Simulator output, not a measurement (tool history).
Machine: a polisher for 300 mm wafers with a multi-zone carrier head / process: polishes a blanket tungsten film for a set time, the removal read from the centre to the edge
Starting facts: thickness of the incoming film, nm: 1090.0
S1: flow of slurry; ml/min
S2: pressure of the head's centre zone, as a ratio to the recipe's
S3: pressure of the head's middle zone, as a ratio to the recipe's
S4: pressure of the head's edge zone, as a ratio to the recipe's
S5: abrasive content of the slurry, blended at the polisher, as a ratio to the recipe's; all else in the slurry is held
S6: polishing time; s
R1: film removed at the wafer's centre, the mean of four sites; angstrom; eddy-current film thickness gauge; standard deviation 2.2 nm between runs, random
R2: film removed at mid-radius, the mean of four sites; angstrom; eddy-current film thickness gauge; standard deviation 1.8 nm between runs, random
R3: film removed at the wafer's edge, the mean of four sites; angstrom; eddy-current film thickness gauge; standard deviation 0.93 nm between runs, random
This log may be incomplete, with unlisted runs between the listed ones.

Run 1, hour 0: S1 280 ml/min, S2 1, S3 1, S4 1, S5 1, S6 50 s. Result: R1 2038.4 angstrom, R2 2099.5 angstrom, R3 2091.7 angstrom.
Run 2, hour 6.6: S1 275 ml/min, S2 1.02, S3 0.97, S4 0.95, S5 0.85, S6 47 s. Result: R1 1913.9 angstrom, R2 1836.8 angstrom, R3 1873.9 angstrom.
Run 3, hour 15.5: S1 275 ml/min, S2 1.02, S3 1.05, S4 0.95, S5 0.85, S6 47 s. Result: R1 1908.8 angstrom, R2 1952.3 angstrom, R3 1888.9 angstrom.
Run 4, hour 21.8: S1 275 ml/min, S2 1.04, S3 1.04, S4 0.92, S5 0.75, S6 44 s. Result: R1 1800 angstrom, R2 1750.2 angstrom, R3 1690.2 angstrom.
Run 5, hour 22.8: S1 270 ml/min, S2 1.04, S3 1.02, S4 0.89, S5 0.65, S6 43 s. Result: R1 1730.3 angstrom, R2 1657.3 angstrom, R3 1573 angstrom.
Run 6, hour 29.1: S1 270 ml/min, S2 1.04, S3 1.02, S4 0.89, S5 0.8, S6 43 s. Result: R1 1781.6 angstrom, R2 1721.4 angstrom, R3 1645.1 angstrom.
Run 7, hour 30.3: S1 265 ml/min, S2 1.04, S3 0.99, S4 0.87, S5 0.7, S6 43 s. Result: R1 1745.2 angstrom, R2 1646 angstrom, R3 1567.7 angstrom.
Run 8, hour 37.5: S1 255 ml/min, S2 1.03, S3 0.95, S4 0.86, S5 0.65, S6 43 s. Result: R1 1646.3 angstrom, R2 1536.1 angstrom, R3 1514.4 angstrom.

Run 9 is up next; what results do you expect?
Run 9, hour 45.1: S1 225 ml/min, S2 1.07, S3 0.91, S4 0.81, S5 0.55, S6 43 s. Result: R1 ?, R2 ?, R3 ?.

Run 9 measured R1 1628.8 angstrom, R2 1448.2 angstrom, R3 1419.6 angstrom.
